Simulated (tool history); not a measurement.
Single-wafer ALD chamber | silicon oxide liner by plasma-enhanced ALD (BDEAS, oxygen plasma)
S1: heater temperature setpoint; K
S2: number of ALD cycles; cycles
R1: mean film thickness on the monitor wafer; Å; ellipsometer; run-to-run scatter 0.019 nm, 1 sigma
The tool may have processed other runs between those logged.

run,day,S1,S2,R1
1,0.000,593.15,46,37.768
2,0.275,593.15,50,41.266
3,0.362,585.15,50,41.360
4,0.471,585.15,47,39.005
5,0.846,592.15,47,38.587
6,0.983,599.15,47,38.351
7,1.246,599.15,49,40.282
8,1.450,599.15,50,40.681
9,1.717,598.15,51,41.880

For run 10, what comes out?
10,1.946,598.15,52,?

{"run 10": {"R1": 42.557}}
